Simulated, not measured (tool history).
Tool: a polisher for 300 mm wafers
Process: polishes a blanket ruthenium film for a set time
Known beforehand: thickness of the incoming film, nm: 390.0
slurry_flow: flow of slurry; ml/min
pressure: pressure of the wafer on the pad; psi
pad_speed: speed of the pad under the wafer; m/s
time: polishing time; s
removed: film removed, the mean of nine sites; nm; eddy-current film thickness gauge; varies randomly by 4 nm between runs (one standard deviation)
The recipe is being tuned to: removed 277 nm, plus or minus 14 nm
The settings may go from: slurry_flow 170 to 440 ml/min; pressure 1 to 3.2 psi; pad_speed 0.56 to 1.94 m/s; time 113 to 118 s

run,hour,slurry_flow,pressure,pad_speed,time,removed
1,0,280,2.1,1.24,113,147.25
2,5.7,220,2.1,1.24,113,145.13
3,7.6,220,2.3,1.24,113,153.96
4,11.7,220,2.3,1.54,113,192.14
5,19.6,220,2.3,1.28,113,158.92
6,24.9,220,2.8,1.28,113,188.67
7,26.7,220,2.9,1.36,114,218.98
8,35.2,220,3,1.4,114,232.94

Exactly one of the 4 candidate moves below puts every result within its allowed miss. Which one?
A,43.7,250,3,1.38,113,?
B,43.7,270,2.8,1.28,113,?
C,43.7,195,3.1,1.58,118,?
D,43.7,225,3,1.38,113,?

move,removed
A,223.64
B,195.73
C,267.89
D,221.25
A: the biggest miss grows against the last run
B: the biggest miss grows against the last run
C: all results land within tolerance of their targets
D: the biggest miss grows against the last run
The move that meets every target is C.

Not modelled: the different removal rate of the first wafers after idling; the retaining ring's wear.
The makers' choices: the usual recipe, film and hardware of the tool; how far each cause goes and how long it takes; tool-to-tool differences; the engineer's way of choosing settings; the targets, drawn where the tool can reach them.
